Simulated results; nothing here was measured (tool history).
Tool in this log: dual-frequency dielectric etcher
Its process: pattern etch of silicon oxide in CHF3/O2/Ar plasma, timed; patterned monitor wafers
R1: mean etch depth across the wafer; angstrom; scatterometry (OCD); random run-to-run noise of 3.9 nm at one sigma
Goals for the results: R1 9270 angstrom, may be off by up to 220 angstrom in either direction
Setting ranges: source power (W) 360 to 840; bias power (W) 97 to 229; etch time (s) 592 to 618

{"run": 1, "hour": 0.0, "source power (W)": 600, "bias power (W)": 163, "etch time (s)": 592, "R1": 11145}
{"run": 2, "hour": 6.2, "source power (W)": 600, "bias power (W)": 163, "etch time (s)": 592, "R1": 11219}
{"run": 3, "hour": 12.1, "source power (W)": 540, "bias power (W)": 155, "etch time (s)": 592, "R1": 10693}
{"run": 4, "hour": 18.4, "source power (W)": 610, "bias power (W)": 155, "etch time (s)": 592, "R1": 11058}
{"run": 5, "hour": 26.7, "source power (W)": 710, "bias power (W)": 155, "etch time (s)": 592, "R1": 11572}
{"run": 6, "hour": 35.5, "source power (W)": 780, "bias power (W)": 155, "etch time (s)": 592, "R1": 12017}
{"run": 7, "hour": 44.5, "source power (W)": 690, "bias power (W)": 141, "etch time (s)": 592, "R1": 11209}
{"run": 8, "hour": 50.5, "source power (W)": 620, "bias power (W)": 130, "etch time (s)": 592, "R1": 10580}
{"run": 9, "hour": 53.4, "source power (W)": 570, "bias power (W)": 124, "etch time (s)": 592, "R1": 10148}
{"run": 10, "hour": 57.7, "source power (W)": 540, "bias power (W)": 120, "etch time (s)": 592, "R1": 9739.7}
{"run": 11, "hour": 59.3, "source power (W)": 520, "bias power (W)": 119, "etch time (s)": 592, "R1": 9645.9}

5 candidate next runs follow, results not yet known. Just one meets every target within its allowed miss. Identify it.
{"run": "A", "hour": 60.9, "source power (W)": 540, "bias power (W)": 116, "etch time (s)": 618, "R1": "?"}
{"run": "B", "hour": 60.9, "source power (W)": 520, "bias power (W)": 107, "etch time (s)": 596.5, "R1": "?"}
{"run": "C", "hour": 60.9, "source power (W)": 510, "bias power (W)": 97, "etch time (s)": 592, "R1": "?"}
{"run": "D", "hour": 60.9, "source power (W)": 430, "bias power (W)": 97, "etch time (s)": 618, "R1": "?"}
{"run": "E", "hour": 60.9, "source power (W)": 480, "bias power (W)": 99, "etch time (s)": 592.5, "R1": "?"}

move=A R1=10113
move=B R1=9381.9
move=C R1=8951
move=D R1=8865.6
move=E R1=8851.7
A: further off than the last run
B: all results in spec
C: carries the result that was furthest off beyond its target, to the other side
D: carries the result that was furthest off beyond its target, to the other side
E: carries the result that was furthest off beyond its target, to the other side
Answer: B
